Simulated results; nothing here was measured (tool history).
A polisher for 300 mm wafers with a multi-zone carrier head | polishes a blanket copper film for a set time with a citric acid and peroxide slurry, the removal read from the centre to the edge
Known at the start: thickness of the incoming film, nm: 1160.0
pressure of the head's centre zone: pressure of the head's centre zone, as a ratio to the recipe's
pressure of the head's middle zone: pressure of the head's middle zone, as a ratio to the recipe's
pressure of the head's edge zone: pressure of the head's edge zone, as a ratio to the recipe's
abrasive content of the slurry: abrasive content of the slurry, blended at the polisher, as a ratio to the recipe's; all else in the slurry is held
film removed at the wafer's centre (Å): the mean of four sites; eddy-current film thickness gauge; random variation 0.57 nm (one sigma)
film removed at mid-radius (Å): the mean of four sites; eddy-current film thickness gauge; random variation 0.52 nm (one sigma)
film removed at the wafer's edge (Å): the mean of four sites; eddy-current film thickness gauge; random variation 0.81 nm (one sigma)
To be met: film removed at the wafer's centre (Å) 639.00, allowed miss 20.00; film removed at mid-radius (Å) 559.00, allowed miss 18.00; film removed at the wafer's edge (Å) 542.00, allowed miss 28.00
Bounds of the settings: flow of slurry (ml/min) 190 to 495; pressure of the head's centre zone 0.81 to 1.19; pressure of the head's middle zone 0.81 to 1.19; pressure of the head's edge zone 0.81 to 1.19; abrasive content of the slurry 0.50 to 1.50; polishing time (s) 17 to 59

run,hour,flow of slurry (ml/min),pressure of the head's centre zone,pressure of the head's middle zone,pressure of the head's edge zone,abrasive content of the slurry,polishing time (s),film removed at the wafer's centre (Å),film removed at mid-radius (Å),film removed at the wafer's edge (Å)
1,0.0,320,1.00,1.00,1.00,1.00,38,701.52,672.40,662.55
2,8.1,320,1.00,1.00,0.93,1.00,38,677.62,676.84,636.16
3,11.2,360,1.00,1.00,0.93,1.00,38,693.02,691.84,641.46
4,12.9,360,1.01,0.98,0.92,0.95,38,695.39,669.43,626.60
5,16.1,315,1.01,0.98,0.92,0.95,38,677.73,656.63,638.46
6,19.3,335,1.02,0.97,0.91,0.90,38,680.98,657.16,623.28
7,19.9,325,1.05,0.87,0.84,0.65,37,629.76,530.96,531.22
8,20.7,330,1.05,0.88,0.84,0.65,37,626.40,538.54,543.81
9,25.9,335,1.05,0.88,0.84,0.65,37,628.03,536.09,531.02

Which of these 4 next moves meets every target?
A,31.1,410,1.07,1.00,0.88,0.70,36,?,?,?
B,31.1,425,1.05,1.00,0.82,0.50,40,?,?,?
C,31.1,450,1.05,0.91,0.83,0.65,37,?,?,?
D,31.1,345,1.03,0.96,0.81,0.60,39,?,?,?

move,film removed at the wafer's centre (Å),film removed at mid-radius (Å),film removed at the wafer's edge (Å)
A,648.37,599.00,550.69
B,645.80,608.05,545.34
C,644.16,560.59,546.62
D,641.18,595.70,552.42
A: takes the result that was furthest off past its target
B: takes the result that was furthest off past its target
C: meets every target
D: takes the result that was furthest off past its target
Answer: C

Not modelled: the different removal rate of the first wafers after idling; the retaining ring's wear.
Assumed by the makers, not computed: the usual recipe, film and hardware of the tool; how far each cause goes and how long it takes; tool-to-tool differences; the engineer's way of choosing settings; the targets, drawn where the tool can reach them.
